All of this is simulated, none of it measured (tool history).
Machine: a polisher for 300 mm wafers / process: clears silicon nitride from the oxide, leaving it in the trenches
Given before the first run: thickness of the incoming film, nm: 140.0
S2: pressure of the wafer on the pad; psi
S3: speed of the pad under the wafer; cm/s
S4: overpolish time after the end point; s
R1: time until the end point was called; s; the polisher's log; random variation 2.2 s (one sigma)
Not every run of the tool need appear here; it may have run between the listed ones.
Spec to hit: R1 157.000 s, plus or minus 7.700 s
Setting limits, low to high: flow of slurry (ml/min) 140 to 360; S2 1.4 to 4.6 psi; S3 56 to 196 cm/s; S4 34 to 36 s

run 1 hour=0.0 | flow_of_slurry_(ml/min)=230 S2=3.0 S3=126 S4=34 | R1=95.594
run 2 hour=3.7 | flow_of_slurry_(ml/min)=230 S2=2.7 S3=124 S4=34 | R1=105.340
run 3 hour=10.9 | flow_of_slurry_(ml/min)=230 S2=2.4 S3=122 S4=34 | R1=114.410
run 4 hour=19.0 | flow_of_slurry_(ml/min)=175 S2=2.4 S3=122 S4=34 | R1=118.810
run 5 hour=26.2 | flow_of_slurry_(ml/min)=175 S2=2.4 S3=108 S4=34 | R1=133.460
run 6 hour=33.4 | flow_of_slurry_(ml/min)=175 S2=2.4 S3=138 S4=34 | R1=107.610
run 7 hour=35.5 | flow_of_slurry_(ml/min)=175 S2=2.2 S3=134 S4=34 | R1=111.430
run 8 hour=43.8 | flow_of_slurry_(ml/min)=175 S2=2.0 S3=130 S4=34 | R1=124.640

5 candidate next runs follow, results not yet known. Just one meets every target within its allowed miss. Identify it.
run A hour=52.1 | flow_of_slurry_(ml/min)=180 S2=1.8 S3=130 S4=34 | R1=?
run B hour=52.1 | flow_of_slurry_(ml/min)=175 S2=1.7 S3=114 S4=34 | R1=?
run C hour=52.1 | flow_of_slurry_(ml/min)=140 S2=1.5 S3=142 S4=36 | R1=?
run D hour=52.1 | flow_of_slurry_(ml/min)=210 S2=2.2 S3=104 S4=36 | R1=?
run E hour=52.1 | flow_of_slurry_(ml/min)=220 S2=2.1 S3=116 S4=36 | R1=?

move=A R1=131.560
move=B R1=155.100
move=C R1=137.230
move=D R1=141.810
move=E R1=131.190
A: an improvement on the last run, though not all results are within tolerance
B: meets every target
C: an improvement on the last run, though not all results are within tolerance
D: an improvement on the last run, though not all results are within tolerance
E: an improvement on the last run, though not all results are within tolerance
Correct choice: B, which meets every target
